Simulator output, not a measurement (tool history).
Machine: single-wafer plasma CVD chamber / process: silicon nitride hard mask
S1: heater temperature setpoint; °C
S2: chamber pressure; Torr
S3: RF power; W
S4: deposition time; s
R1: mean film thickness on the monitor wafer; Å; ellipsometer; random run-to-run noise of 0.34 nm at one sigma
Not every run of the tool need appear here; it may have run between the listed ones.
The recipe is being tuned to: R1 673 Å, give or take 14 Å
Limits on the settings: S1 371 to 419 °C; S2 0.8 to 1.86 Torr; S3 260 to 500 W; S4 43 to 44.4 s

run	hour	S1	S2	S3	S4	R1
1	0	395	1.33	380	43	584.73
2	3.6	395	1.33	420	43	618.04
3	12.6	395	1.33	420	44.4	641.2
4	14.8	395	1.38	425	44.4	656.28
5	17.9	395	1.4	425	44.4	652.13
6	24.2	395	1.4	370	44.4	611.9
7	33	395	1.4	370	44.4	609.12
8	34.9	395	1.5	375	44.4	622.51
9	35.9	395	1.57	385	44.4	642.57
10	39.7	395	1.62	390	44.4	650.55

4 candidate next runs follow, results not yet known. Just one meets every target within its allowed miss. Identify it.
A	43.5	401	1.65	435	43.2	?
B	43.5	399	1.71	370	43.4	?
C	43.5	392	1.65	375	43.4	?
D	43.5	392	1.52	380	43.8	?

move	R1
A	674.85
B	628.9
C	628.49
D	622.81
A: all results in spec
B: moves away from the targets compared with the last run
C: moves away from the targets compared with the last run
D: moves away from the targets compared with the last run
Answer: A

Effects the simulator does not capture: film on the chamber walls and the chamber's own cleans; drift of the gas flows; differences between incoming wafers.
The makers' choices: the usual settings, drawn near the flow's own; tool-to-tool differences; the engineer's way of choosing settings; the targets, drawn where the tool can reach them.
